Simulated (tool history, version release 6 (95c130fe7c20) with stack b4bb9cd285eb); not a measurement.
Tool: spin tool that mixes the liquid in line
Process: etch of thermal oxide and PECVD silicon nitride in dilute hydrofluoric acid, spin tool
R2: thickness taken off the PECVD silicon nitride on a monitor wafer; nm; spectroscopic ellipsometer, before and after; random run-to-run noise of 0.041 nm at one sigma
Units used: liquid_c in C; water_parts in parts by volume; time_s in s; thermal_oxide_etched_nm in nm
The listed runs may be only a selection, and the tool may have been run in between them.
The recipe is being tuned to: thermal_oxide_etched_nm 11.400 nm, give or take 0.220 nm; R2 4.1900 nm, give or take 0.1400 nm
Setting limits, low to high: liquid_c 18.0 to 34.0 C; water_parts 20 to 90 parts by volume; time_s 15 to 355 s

{"run": 1, "day": 0.0, "liquid_c": 26.0, "water_parts": 50, "time_s": 180, "thermal_oxide_etched_nm": 19.436, "R2": 6.7573}
{"run": 2, "day": 0.121, "liquid_c": 26.0, "water_parts": 50, "time_s": 230, "thermal_oxide_etched_nm": 24.913, "R2": 8.6619}
{"run": 3, "day": 0.292, "liquid_c": 26.0, "water_parts": 50, "time_s": 275, "thermal_oxide_etched_nm": 29.653, "R2": 10.478}
{"run": 4, "day": 0.388, "liquid_c": 26.0, "water_parts": 35, "time_s": 275, "thermal_oxide_etched_nm": 43.116, "R2": 14.616}
{"run": 5, "day": 0.442, "liquid_c": 24.0, "water_parts": 35, "time_s": 275, "thermal_oxide_etched_nm": 39.36, "R2": 12.699}
{"run": 6, "day": 0.629, "liquid_c": 24.0, "water_parts": 35, "time_s": 340, "thermal_oxide_etched_nm": 48.903, "R2": 16.157}
{"run": 7, "day": 0.717, "liquid_c": 23.5, "water_parts": 40, "time_s": 340, "thermal_oxide_etched_nm": 42.099, "R2": 13.333}
{"run": 8, "day": 0.746, "liquid_c": 23.5, "water_parts": 45, "time_s": 335, "thermal_oxide_etched_nm": 36.268, "R2": 11.929}
{"run": 9, "day": 1.025, "liquid_c": 23.5, "water_parts": 50, "time_s": 335, "thermal_oxide_etched_nm": 32.557, "R2": 10.643}
{"run": 10, "day": 1.1, "liquid_c": 23.5, "water_parts": 50, "time_s": 335, "thermal_oxide_etched_nm": 32.328, "R2": 10.536}
{"run": 11, "day": 1.125, "liquid_c": 23.5, "water_parts": 55, "time_s": 335, "thermal_oxide_etched_nm": 29.647, "R2": 9.7932}
{"run": 12, "day": 1.438, "liquid_c": 23.5, "water_parts": 60, "time_s": 330, "thermal_oxide_etched_nm": 26.254, "R2": 8.6511}
{"run": 13, "day": 1.696, "liquid_c": 23.5, "water_parts": 65, "time_s": 325, "thermal_oxide_etched_nm": 23.799, "R2": 8.0454}
{"run": 14, "day": 1.892, "liquid_c": 23.5, "water_parts": 70, "time_s": 320, "thermal_oxide_etched_nm": 21.616, "R2": 7.3213}
{"run": 15, "day": 2.267, "liquid_c": 23.5, "water_parts": 70, "time_s": 310, "thermal_oxide_etched_nm": 20.799, "R2": 7.1136}
{"run": 16, "day": 2.404, "liquid_c": 23.5, "water_parts": 70, "time_s": 310, "thermal_oxide_etched_nm": 21.138, "R2": 7.1536}
{"run": 17, "day": 2.446, "liquid_c": 23.5, "water_parts": 70, "time_s": 310, "thermal_oxide_etched_nm": 20.811, "R2": 7.0724}
{"run": 18, "day": 2.567, "liquid_c": 23.5, "water_parts": 70, "time_s": 305, "thermal_oxide_etched_nm": 20.557, "R2": 7.0368}
{"run": 19, "day": 2.833, "liquid_c": 23.5, "water_parts": 70, "time_s": 300, "thermal_oxide_etched_nm": 20.297, "R2": 6.8906}
{"run": 20, "day": 3.108, "liquid_c": 23.5, "water_parts": 70, "time_s": 290, "thermal_oxide_etched_nm": 19.693, "R2": 6.5196}
{"run": 21, "day": 3.229, "liquid_c": 24.0, "water_parts": 70, "time_s": 280, "thermal_oxide_etched_nm": 19.325, "R2": 6.6497}
{"run": 22, "day": 3.512, "liquid_c": 24.5, "water_parts": 90, "time_s": 255, "thermal_oxide_etched_nm": 13.591, "R2": 4.8512}
{"run": 23, "day": 3.892, "liquid_c": 24.5, "water_parts": 90, "time_s": 255, "thermal_oxide_etched_nm": 13.579, "R2": 4.8728}

Which one of the following 5 next-run settings gets every result inside its allowed miss? There is exactly one.
{"run": "A", "day": 4.271, "liquid_c": 25.5, "water_parts": 90, "time_s": 205, "thermal_oxide_etched_nm": "?", "R2": "?"}
{"run": "B", "day": 4.271, "liquid_c": 31.5, "water_parts": 90, "time_s": 155, "thermal_oxide_etched_nm": "?", "R2": "?"}
{"run": "C", "day": 4.271, "liquid_c": 24.0, "water_parts": 80, "time_s": 200, "thermal_oxide_etched_nm": "?", "R2": "?"}
{"run": "D", "day": 4.271, "liquid_c": 25.0, "water_parts": 90, "time_s": 230, "thermal_oxide_etched_nm": "?", "R2": "?"}
{"run": "E", "day": 4.271, "liquid_c": 27.5, "water_parts": 90, "time_s": 200, "thermal_oxide_etched_nm": "?", "R2": "?"}

move=A thermal_oxide_etched_nm=11.290 R2=4.2072
move=B thermal_oxide_etched_nm=10.744 R2=4.6660
move=C thermal_oxide_etched_nm=11.823 R2=4.1767
move=D thermal_oxide_etched_nm=12.419 R2=4.5681
move=E thermal_oxide_etched_nm=11.908 R2=4.6733
A: all results land within tolerance of their targets
B: pushes the last run's worst result past its target
C: moves toward the targets from the last run without getting all of them in spec
D: moves toward the targets from the last run without getting all of them in spec
E: moves toward the targets from the last run without getting all of them in spec
So the answer is move A, the one that meets all the targets.

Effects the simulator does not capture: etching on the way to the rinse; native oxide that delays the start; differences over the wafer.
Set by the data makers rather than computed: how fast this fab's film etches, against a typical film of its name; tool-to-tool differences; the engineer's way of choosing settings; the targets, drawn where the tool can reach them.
